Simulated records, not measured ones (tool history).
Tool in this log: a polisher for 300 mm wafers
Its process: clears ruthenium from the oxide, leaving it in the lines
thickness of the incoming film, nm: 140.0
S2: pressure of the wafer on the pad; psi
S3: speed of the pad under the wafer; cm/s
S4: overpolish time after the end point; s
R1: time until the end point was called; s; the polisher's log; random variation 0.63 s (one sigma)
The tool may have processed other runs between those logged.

run 1 hour=0.0 | flow_of_slurry_(ml/min)=140 S2=2.5 S3=106 S4=47 | R1=98.760
run 2 hour=3.9 | flow_of_slurry_(ml/min)=145 S2=2.6 S3=106 S4=47 | R1=94.492
run 3 hour=12.1 | flow_of_slurry_(ml/min)=150 S2=2.7 S3=106 S4=47 | R1=92.684
run 4 hour=13.5 | flow_of_slurry_(ml/min)=150 S2=2.7 S3=126 S4=47 | R1=77.626
run 5 hour=22.0 | flow_of_slurry_(ml/min)=150 S2=2.7 S3=126 S4=47 | R1=78.078
run 6 hour=25.6 | flow_of_slurry_(ml/min)=185 S2=2.7 S3=126 S4=47 | R1=74.406
run 7 hour=33.9 | flow_of_slurry_(ml/min)=185 S2=2.7 S3=126 S4=47 | R1=74.587

Run 8 comes next. What will it give?
run 8 hour=37.9 | flow_of_slurry_(ml/min)=190 S2=2.9 S3=126 S4=47 | R1=?

Logged for run 8: R1 69.625 s.
